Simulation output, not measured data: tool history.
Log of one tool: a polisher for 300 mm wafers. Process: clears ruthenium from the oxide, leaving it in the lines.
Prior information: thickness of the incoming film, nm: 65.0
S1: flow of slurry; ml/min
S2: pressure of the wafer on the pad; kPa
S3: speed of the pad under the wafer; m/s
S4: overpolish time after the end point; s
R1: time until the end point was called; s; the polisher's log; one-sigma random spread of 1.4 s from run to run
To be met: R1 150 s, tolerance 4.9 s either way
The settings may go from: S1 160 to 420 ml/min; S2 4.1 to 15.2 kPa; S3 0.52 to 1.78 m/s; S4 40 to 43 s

| run | hour | S1 | S2 | S3 | S4 | R1 |
|---|---|---|---|---|---|---|
| 1 | 0 | 270 | 9.7 | 1.14 | 40 | 77.88 |
| 2 | 1.5 | 270 | 9.7 | 1.14 | 43 | 77.713 |
| 3 | 2.5 | 270 | 11.7 | 1.14 | 43 | 68.945 |
| 4 | 8.8 | 270 | 11.7 | 1.3 | 43 | 60.42 |
| 5 | 11 | 270 | 10.3 | 1.22 | 43 | 69.519 |
| 6 | 11.6 | 270 | 9.7 | 1.16 | 43 | 76.939 |
| 7 | 18.9 | 260 | 6.9 | 0.92 | 43 | 118.63 |
| 8 | 19.7 | 260 | 6.2 | 0.92 | 43 | 122.52 |

Pick the move, out of 5, that brings all results within their allowed miss; only one does.
| A | 20.5 | 325 | 5.5 | 0.72 | 43 | ? |
| B | 20.5 | 330 | 6.2 | 0.68 | 40 | ? |
| C | 20.5 | 270 | 6.2 | 0.82 | 41 | ? |
| D | 20.5 | 265 | 4.1 | 0.86 | 43 | ? |
| E | 20.5 | 290 | 4.8 | 0.84 | 40 | ? |

| move | R1 |
|---|---|
| A | 163.07 |
| B | 162 |
| C | 138.15 |
| D | 160.05 |
| E | 151.54 |
A: pushes the last run's worst result past its target
B: pushes the last run's worst result past its target
C: closer than the last run, but not yet in spec
D: pushes the last run's worst result past its target
E: each result inside its tolerance
The move that meets every target is E.
